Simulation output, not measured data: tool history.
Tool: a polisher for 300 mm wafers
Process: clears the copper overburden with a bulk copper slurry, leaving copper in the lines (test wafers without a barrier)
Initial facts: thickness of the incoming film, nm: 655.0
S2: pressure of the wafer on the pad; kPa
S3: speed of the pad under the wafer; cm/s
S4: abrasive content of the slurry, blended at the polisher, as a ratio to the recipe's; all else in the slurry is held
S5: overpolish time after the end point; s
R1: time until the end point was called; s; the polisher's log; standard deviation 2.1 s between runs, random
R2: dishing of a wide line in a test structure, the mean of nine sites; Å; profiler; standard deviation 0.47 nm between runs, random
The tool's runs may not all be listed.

{"run": 1, "day": 0.0, "flow of slurry (ml/min)": 175, "S2": 13.1, "S3": 124, "S4": 1.0, "S5": 22, "R1": 99.988, "R2": 434.74}
{"run": 2, "day": 0.133, "flow of slurry (ml/min)": 175, "S2": 13.1, "S3": 124, "S4": 1.0, "S5": 26, "R1": 99.195, "R2": 449.18}
{"run": 3, "day": 0.379, "flow of slurry (ml/min)": 175, "S2": 10.3, "S3": 124, "S4": 1.0, "S5": 26, "R1": 121.62, "R2": 412.19}
{"run": 4, "day": 0.542, "flow of slurry (ml/min)": 175, "S2": 9.7, "S3": 128, "S4": 1.0, "S5": 22, "R1": 131.95, "R2": 399.34}
{"run": 5, "day": 0.696, "flow of slurry (ml/min)": 175, "S2": 9.7, "S3": 128, "S4": 1.0, "S5": 28, "R1": 130.74, "R2": 415.43}
{"run": 6, "day": 0.912, "flow of slurry (ml/min)": 175, "S2": 9.7, "S3": 112, "S4": 1.0, "S5": 28, "R1": 145.5, "R2": 414.56}

For run 7, what comes out?
{"run": 7, "day": 1.108, "flow of slurry (ml/min)": 160, "S2": 9.0, "S3": 126, "S4": 0.9, "S5": 24, "R1": "?", "R2": "?"}

{"run 7": {"R1": 141.17, "R2": 386.96}}

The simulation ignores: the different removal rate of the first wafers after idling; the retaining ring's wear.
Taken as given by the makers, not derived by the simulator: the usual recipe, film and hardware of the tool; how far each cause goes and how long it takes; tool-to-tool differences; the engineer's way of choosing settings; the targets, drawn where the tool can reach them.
